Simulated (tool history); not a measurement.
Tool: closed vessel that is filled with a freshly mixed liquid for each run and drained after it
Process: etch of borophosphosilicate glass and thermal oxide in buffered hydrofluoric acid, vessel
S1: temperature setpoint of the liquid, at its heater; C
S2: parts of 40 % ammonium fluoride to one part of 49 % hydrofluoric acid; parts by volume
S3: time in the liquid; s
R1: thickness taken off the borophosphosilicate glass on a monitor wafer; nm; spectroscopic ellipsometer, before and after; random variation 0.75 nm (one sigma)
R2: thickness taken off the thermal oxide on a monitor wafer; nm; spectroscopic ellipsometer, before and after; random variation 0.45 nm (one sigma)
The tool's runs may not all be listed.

Run 1, day 0.000: S1 21.0 C, S2 14.0 parts by volume, S3 60 s. Result: R1 79.799 nm, R2 39.417 nm.
Run 2, day 0.042: S1 21.0 C, S2 10.5 parts by volume, S3 60 s. Result: R1 108.460 nm, R2 53.369 nm.
Run 3, day 0.371: S1 21.0 C, S2 10.5 parts by volume, S3 45 s. Result: R1 80.144 nm, R2 38.900 nm.
Run 4, day 0.679: S1 22.0 C, S2 10.5 parts by volume, S3 45 s. Result: R1 84.276 nm, R2 41.704 nm.
Run 5, day 0.733: S1 25.5 C, S2 10.5 parts by volume, S3 45 s. Result: R1 102.690 nm, R2 50.791 nm.
Run 6, day 1.096: S1 25.5 C, S2 10.5 parts by volume, S3 60 s. Result: R1 136.700 nm, R2 67.509 nm.
Run 7, day 1.183: S1 23.5 C, S2 10.5 parts by volume, S3 60 s. Result: R1 123.010 nm, R2 60.735 nm.
Run 8, day 1.542: S1 22.0 C, S2 10.5 parts by volume, S3 60 s. Result: R1 113.230 nm, R2 55.216 nm.
Run 9, day 1.833: S1 21.0 C, S2 10.5 parts by volume, S3 60 s. Result: R1 107.320 nm, R2 52.072 nm.
Run 10, day 2.204: S1 20.5 C, S2 10.5 parts by volume, S3 60 s. Result: R1 103.370 nm, R2 51.175 nm.
Run 11, day 2.529: S1 20.0 C, S2 10.5 parts by volume, S3 60 s. Result: R1 100.360 nm, R2 50.136 nm.

Forecast run 12:
Run 12, day 2.783: S1 19.5 C, S2 10.5 parts by volume, S3 60 s. Result: R1 ?, R2 ?.

{"run 12": {"R1": 98.763, "R2": 48.367}}

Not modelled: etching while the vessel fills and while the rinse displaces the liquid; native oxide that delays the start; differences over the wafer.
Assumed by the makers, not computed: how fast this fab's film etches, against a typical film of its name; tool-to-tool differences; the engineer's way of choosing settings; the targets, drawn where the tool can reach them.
